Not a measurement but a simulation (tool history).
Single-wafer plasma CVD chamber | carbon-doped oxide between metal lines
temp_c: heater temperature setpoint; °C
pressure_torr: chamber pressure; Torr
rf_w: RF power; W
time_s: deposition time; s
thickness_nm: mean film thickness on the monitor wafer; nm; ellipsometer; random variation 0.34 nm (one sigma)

run,hour,temp_c,pressure_torr,rf_w,time_s,thickness_nm
1,0,370,6.92,615,15.3,87.318
2,1.7,370,6.92,615,15.3,87.51
3,8.4,370,6.92,615,15.3,87.669
4,13.1,371,6.85,595,15.2,84.882
5,21.8,371,6.85,595,15.3,85.199
6,26.2,371,6.85,595,15.3,84.927
7,26.8,371,6.85,595,15.3,84.886
8,29.5,372,6.73,580,15.3,82.771
9,30.3,373,6.54,570,15.3,80.181
10,33.4,375,6.33,570,15.3,80.694
11,39,376,6.2,560,15.3,79.255
12,46.7,377,6.08,550,15.3,76.915
13,53.9,389,4.7,485,15.2,63.135
14,57.8,388,4.74,485,15.2,63.609
15,62.9,387,4.78,485,15.2,63.741
16,67.3,386,4.82,485,15.2,63.87
17,71.3,385,4.88,485,15.2,63.969

Forecast run 18:
18,78.1,384,4.98,485,15.2,?

thickness_nm: 64.459 nm

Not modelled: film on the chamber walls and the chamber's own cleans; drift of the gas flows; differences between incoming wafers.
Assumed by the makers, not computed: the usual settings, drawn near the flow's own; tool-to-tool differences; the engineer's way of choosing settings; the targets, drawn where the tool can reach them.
